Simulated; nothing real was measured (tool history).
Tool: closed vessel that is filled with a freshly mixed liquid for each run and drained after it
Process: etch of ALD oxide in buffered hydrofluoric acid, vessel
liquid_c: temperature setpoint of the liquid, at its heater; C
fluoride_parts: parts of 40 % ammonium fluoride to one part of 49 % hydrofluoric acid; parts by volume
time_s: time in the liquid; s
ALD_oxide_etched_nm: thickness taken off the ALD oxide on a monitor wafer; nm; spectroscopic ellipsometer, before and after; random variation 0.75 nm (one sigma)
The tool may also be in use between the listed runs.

| run | day | liquid_c | fluoride_parts | time_s | ALD_oxide_etched_nm |
|---|---|---|---|---|---|
| 1 | 0 | 21 | 15.5 | 105 | 84.797 |
| 2 | 0.142 | 21 | 18.5 | 105 | 70.874 |
| 3 | 0.225 | 23 | 18.5 | 105 | 79.922 |
| 4 | 0.475 | 23 | 18.5 | 110 | 83.979 |
| 5 | 0.554 | 23 | 21.5 | 110 | 74.128 |
| 6 | 0.775 | 23 | 21.5 | 110 | 74.439 |
| 7 | 1.058 | 24.5 | 21.5 | 110 | 80.201 |
| 8 | 1.275 | 25.5 | 21.5 | 110 | 83.74 |
| 9 | 1.35 | 26.5 | 21.5 | 110 | 89.61 |

The next listed run, before its measurement:
| 10 | 1.483 | 27 | 21.5 | 110 | ? |

ALD_oxide_etched_nm: 91.651 nm

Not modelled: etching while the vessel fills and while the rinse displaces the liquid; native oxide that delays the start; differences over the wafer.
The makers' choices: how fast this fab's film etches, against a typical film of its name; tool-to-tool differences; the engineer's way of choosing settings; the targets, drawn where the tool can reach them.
